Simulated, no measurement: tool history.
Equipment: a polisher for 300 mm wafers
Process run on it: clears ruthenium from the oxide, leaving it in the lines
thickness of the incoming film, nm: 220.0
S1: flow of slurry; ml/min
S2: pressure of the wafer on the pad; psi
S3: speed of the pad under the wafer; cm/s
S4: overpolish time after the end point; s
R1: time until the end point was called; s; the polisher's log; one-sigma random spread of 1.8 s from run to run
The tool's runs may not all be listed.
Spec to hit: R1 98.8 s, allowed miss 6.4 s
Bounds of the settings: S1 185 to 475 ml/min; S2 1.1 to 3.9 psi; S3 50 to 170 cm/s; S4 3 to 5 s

Run 1, hour 0: S1 305 ml/min, S2 2.5 psi, S3 110 cm/s, S4 5 s. Result: R1 171.28 s.
Run 2, hour 6.4: S1 305 ml/min, S2 2.3 psi, S3 110 cm/s, S4 5 s. Result: R1 189.85 s.
Run 3, hour 14.9: S1 305 ml/min, S2 2 psi, S3 110 cm/s, S4 5 s. Result: R1 224.44 s.
Run 4, hour 17.3: S1 305 ml/min, S2 2 psi, S3 110 cm/s, S4 5 s. Result: R1 214.54 s.
Run 5, hour 23.4: S1 305 ml/min, S2 1.6 psi, S3 110 cm/s, S4 5 s. Result: R1 265.18 s.
Run 6, hour 26.5: S1 355 ml/min, S2 1.6 psi, S3 110 cm/s, S4 5 s. Result: R1 255.51 s.
Run 7, hour 33.1: S1 355 ml/min, S2 2.1 psi, S3 112 cm/s, S4 5 s. Result: R1 201.14 s.
Run 8, hour 38.6: S1 355 ml/min, S2 2.4 psi, S3 114 cm/s, S4 5 s. Result: R1 177.66 s.
Run 9, hour 43.1: S1 360 ml/min, S2 3.1 psi, S3 126 cm/s, S4 5 s. Result: R1 119.47 s.
Run 10, hour 51.4: S1 360 ml/min, S2 3.2 psi, S3 126 cm/s, S4 5 s. Result: R1 119.39 s.
Run 11, hour 57.4: S1 360 ml/min, S2 3.3 psi, S3 126 cm/s, S4 5 s. Result: R1 113.26 s.
Run 12, hour 59.3: S1 360 ml/min, S2 3.4 psi, S3 126 cm/s, S4 5 s. Result: R1 113.79 s.
Run 13, hour 63: S1 360 ml/min, S2 3.5 psi, S3 126 cm/s, S4 5 s. Result: R1 110.63 s.

Which one of the following 4 next-run settings gets every result inside its allowed miss? There is exactly one.
Run A, hour 66.7: S1 375 ml/min, S2 3.3 psi, S3 132 cm/s, S4 4 s. Result: R1 ?.
Run B, hour 66.7: S1 380 ml/min, S2 3.5 psi, S3 116 cm/s, S4 4 s. Result: R1 ?.
Run C, hour 66.7: S1 400 ml/min, S2 3.7 psi, S3 114 cm/s, S4 5 s. Result: R1 ?.
Run D, hour 66.7: S1 365 ml/min, S2 3.7 psi, S3 130 cm/s, S4 5 s. Result: R1 ?.

move      R1
   A  112.09
   B  119.92
   C  115.21
   D  101.86
A: its largest miss is bigger than the last run's
B: its largest miss is bigger than the last run's
C: its largest miss is bigger than the last run's
D: in spec on every target
So the answer is move D, the one that meets all the targets.

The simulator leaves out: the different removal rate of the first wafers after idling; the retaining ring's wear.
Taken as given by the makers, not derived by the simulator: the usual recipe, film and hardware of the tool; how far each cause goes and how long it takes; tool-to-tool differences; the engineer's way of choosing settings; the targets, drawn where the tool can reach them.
